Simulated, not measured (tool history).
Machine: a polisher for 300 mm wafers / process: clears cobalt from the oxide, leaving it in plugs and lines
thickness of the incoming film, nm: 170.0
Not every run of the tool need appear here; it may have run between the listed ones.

run  hour  flow of slurry (ml/min)  pressure of the wafer on the pad (psi)  speed of the pad under the wafer (m/s)  overpolish time after the end point (s)  time until the end point was called (s)  dishing of a wide line in a test structure (Å)
  1   0.0                      120                                     1.4                                    1.08                                       22                                   54.565                                          359.49
  2   7.6                       95                                     1.4                                    1.08                                       22                                   56.688                                          383.09
  3  14.7                       95                                     1.4                                    1.08                                       31                                   57.507                                          413.99
  4  22.6                       70                                     1.4                                    1.08                                       31                                   60.075                                          399.17
  5  27.7                       70                                     1.4                                    1.08                                       26                                   60.164                                          378.49
  6  28.4                       70                                     1.4                                    1.08                                       22                                   60.126                                          362.64
  7  33.0                       80                                     1.4                                    1.08                                       19                                   58.550                                          345.14
  8  40.2                       80                                     1.4                                    1.08                                       19                                   57.931                                          333.79

Forecast run 9:
  9  42.3                       80                                     1.4                                    1.08                                       16                                        ?                                               ?

Logged for run 9: time until the end point was called (s) 58.747, dishing of a wide line in a test structure (Å) 309.00.

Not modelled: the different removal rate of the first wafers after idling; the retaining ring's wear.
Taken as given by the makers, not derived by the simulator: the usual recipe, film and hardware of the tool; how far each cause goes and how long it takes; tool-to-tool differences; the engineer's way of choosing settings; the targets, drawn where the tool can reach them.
